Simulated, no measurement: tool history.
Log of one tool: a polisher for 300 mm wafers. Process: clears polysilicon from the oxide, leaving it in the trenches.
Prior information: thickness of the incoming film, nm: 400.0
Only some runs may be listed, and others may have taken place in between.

run  hour  flow of slurry (ml/min)  pressure of the wafer on the pad (psi)  speed of the pad under the wafer (cm/s)  overpolish time after the end point (s)  time until the end point was called (s)  dishing of a wide line in a test structure (nm)
  1     0                      290                                     2.4                                       86                                       29                                   43.755                                           22.769
  2   5.5                      265                                     2.4                                       86                                       29                                     42.1                                           22.627
  3  10.3                      265                                     2.4                                       86                                       17                                   43.081                                           23.164
  4  12.7                      265                                     2.4                                       86                                        9                                   44.107                                           22.935
  5  18.3                      265                                     1.9                                       86                                        9                                   55.103                                           22.177
  6  24.7                      265                                     1.6                                       86                                        9                                    65.98                                           21.506
     25.9  -- worn pad replaced by a new one
  7  25.9                      260                                     1.6                                       78                                        9                                   65.406                                           20.932

What will run 8 give?
  8  30.5                      340                                     1.1                                       54                                        9                                        ?                                                ?

{"run 8": {"time until the end point was called (s)": 126.72, "dishing of a wide line in a test structure (nm)": 17.777}}
